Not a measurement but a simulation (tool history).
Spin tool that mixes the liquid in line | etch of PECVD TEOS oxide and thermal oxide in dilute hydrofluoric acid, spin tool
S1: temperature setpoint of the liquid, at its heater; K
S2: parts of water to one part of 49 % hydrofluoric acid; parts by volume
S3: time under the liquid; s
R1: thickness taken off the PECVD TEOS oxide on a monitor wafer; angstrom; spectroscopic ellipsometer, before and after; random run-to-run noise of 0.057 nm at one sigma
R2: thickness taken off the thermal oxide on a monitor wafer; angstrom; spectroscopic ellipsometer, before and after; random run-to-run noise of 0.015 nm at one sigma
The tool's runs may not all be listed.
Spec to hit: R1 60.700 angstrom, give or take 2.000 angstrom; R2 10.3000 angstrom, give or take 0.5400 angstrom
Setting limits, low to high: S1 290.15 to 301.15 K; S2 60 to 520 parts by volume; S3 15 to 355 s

run 1 hour=0.0 | S1=293.15 S2=290 S3=180 | R1=135.510 R2=22.5640
run 2 hour=4.0 | S1=293.15 S2=290 S3=215 | R1=163.200 R2=26.8330
run 3 hour=12.9 | S1=293.15 S2=290 S3=285 | R1=212.970 R2=36.4690
run 4 hour=18.7 | S1=292.65 S2=315 S3=280 | R1=187.430 R2=31.4230
run 5 hour=20.0 | S1=292.65 S2=335 S3=275 | R1=166.970 R2=28.6100
-- hour=22.6 thermometer replaced
run 6 hour=22.6 | S1=294.65 S2=335 S3=275 | R1=170.310 R2=29.6800
run 7 hour=24.7 | S1=294.65 S2=335 S3=275 | R1=172.140 R2=29.3450
run 8 hour=27.2 | S1=294.15 S2=355 S3=270 | R1=151.380 R2=26.2990
run 9 hour=30.4 | S1=293.65 S2=370 S3=265 | R1=140.380 R2=23.4120
run 10 hour=33.5 | S1=294.15 S2=385 S3=260 | R1=133.380 R2=22.4720
run 11 hour=38.5 | S1=294.65 S2=400 S3=250 | R1=122.860 R2=21.2050
run 12 hour=39.2 | S1=294.65 S2=415 S3=245 | R1=115.730 R2=19.1790
run 13 hour=43.0 | S1=295.15 S2=425 S3=235 | R1=110.890 R2=17.9090
run 14 hour=45.0 | S1=294.65 S2=435 S3=235 | R1=102.170 R2=17.2710
run 15 hour=49.0 | S1=294.15 S2=520 S3=210 | R1=70.365 R2=11.7070
run 16 hour=55.9 | S1=293.65 S2=520 S3=210 | R1=68.985 R2=12.0800
run 17 hour=62.6 | S1=293.65 S2=520 S3=205 | R1=68.741 R2=11.4520

Which single option among these 4 for the next run brings every result within its allowed miss of target? Just one does.
run A hour=69.3 | S1=290.15 S2=505 S3=255 | R1=? R2=?
run B hour=69.3 | S1=291.15 S2=520 S3=185 | R1=? R2=?
run C hour=69.3 | S1=294.15 S2=475 S3=175 | R1=? R2=?
run D hour=69.3 | S1=290.15 S2=510 S3=200 | R1=? R2=?

move=A R1=77.015 R2=13.0040
move=B R1=55.535 R2=9.3772
move=C R1=65.797 R2=11.1100
move=D R1=59.595 R2=10.0630
A: its largest miss is bigger than the last run's
B: carries the result that was furthest off beyond its target, to the other side
C: moves toward the targets from the last run without getting all of them in spec
D: all results in spec
Move D is the one to make.

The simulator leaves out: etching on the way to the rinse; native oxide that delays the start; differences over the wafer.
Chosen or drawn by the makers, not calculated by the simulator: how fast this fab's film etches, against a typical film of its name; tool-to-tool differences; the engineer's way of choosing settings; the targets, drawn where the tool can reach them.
